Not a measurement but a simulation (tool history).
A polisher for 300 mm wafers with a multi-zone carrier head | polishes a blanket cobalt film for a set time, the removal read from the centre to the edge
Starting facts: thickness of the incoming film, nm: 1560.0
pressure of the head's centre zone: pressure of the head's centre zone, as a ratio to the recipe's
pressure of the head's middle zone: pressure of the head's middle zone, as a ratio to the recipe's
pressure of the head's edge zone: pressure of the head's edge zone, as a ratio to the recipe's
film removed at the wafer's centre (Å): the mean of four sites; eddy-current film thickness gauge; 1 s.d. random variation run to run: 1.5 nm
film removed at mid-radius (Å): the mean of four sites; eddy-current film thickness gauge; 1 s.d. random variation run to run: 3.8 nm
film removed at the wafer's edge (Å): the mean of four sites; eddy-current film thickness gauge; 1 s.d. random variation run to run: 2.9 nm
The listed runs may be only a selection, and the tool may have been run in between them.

| run | day | flow of slurry (ml/min) | pressure of the head's centre zone | pressure of the head's middle zone | pressure of the head's edge zone | polishing time (s) | film removed at the wafer's centre (Å) | film removed at mid-radius (Å) | film removed at the wafer's edge (Å) |
|---|---|---|---|---|---|---|---|---|---|
| 1 | 0 | 265 | 1 | 1 | 1 | 87 | 3485.5 | 3635.7 | 3444.2 |
| 2 | 0.208 | 265 | 0.98 | 0.98 | 0.97 | 83 | 3240.5 | 3363.3 | 3213.6 |
| 3 | 0.483 | 265 | 0.98 | 1.03 | 0.97 | 83 | 3253.1 | 3590.2 | 3264.5 |
| 4 | 0.85 | 265 | 0.98 | 1.03 | 0.97 | 74 | 2892.1 | 3119.6 | 2883.8 |
| 5 | 0.996 | 265 | 0.98 | 1.03 | 1.02 | 74 | 2915.2 | 3116.9 | 2953.8 |
| 6 | 1.112 | 260 | 0.97 | 1.01 | 0.99 | 73 | 2850 | 3035.3 | 2897.8 |
| 7 | 1.346 | 260 | 0.96 | 1 | 0.97 | 71 | 2754.3 | 2911.9 | 2775.7 |
| 8 | 1.388 | 255 | 0.95 | 0.99 | 0.95 | 70 | 2642.2 | 2915.6 | 2722.8 |

Predict the results of run 9:
| 9 | 1.546 | 250 | 0.95 | 0.97 | 0.93 | 69 | ? | ? | ? |

film removed at the wafer's centre (Å): 2601.4
film removed at mid-radius (Å): 2773.9
film removed at the wafer's edge (Å): 2595.1
